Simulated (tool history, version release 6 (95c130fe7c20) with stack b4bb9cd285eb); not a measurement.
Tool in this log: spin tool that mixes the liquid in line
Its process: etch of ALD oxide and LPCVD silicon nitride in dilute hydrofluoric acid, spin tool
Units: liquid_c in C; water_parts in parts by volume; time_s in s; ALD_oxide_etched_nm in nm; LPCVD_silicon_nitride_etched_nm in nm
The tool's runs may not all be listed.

| run | hour | liquid_c | water_parts | time_s | ALD_oxide_etched_nm | LPCVD_silicon_nitride_etched_nm |
|---|---|---|---|---|---|---|
| 1 | 0.0 | 24.0 | 95 | 180 | 23.041 | 1.0517 |
| 2 | 2.0 | 24.5 | 85 | 180 | 26.681 | 1.2237 |
| 3 | 9.6 | 24.5 | 60 | 180 | 38.928 | 1.7630 |
| 4 | 18.5 | 24.0 | 60 | 180 | 38.242 | 1.7134 |
| 5 | 23.5 | 23.5 | 60 | 180 | 37.562 | 1.6141 |
| 6 | 30.4 | 23.5 | 65 | 180 | 34.053 | 1.5019 |

Run 7 is up next; what results do you expect?
| 7 | 35.4 | 23.5 | 60 | 180 | ? | ? |

ALD_oxide_etched_nm: 37.484 nm
LPCVD_silicon_nitride_etched_nm: 1.6268 nm
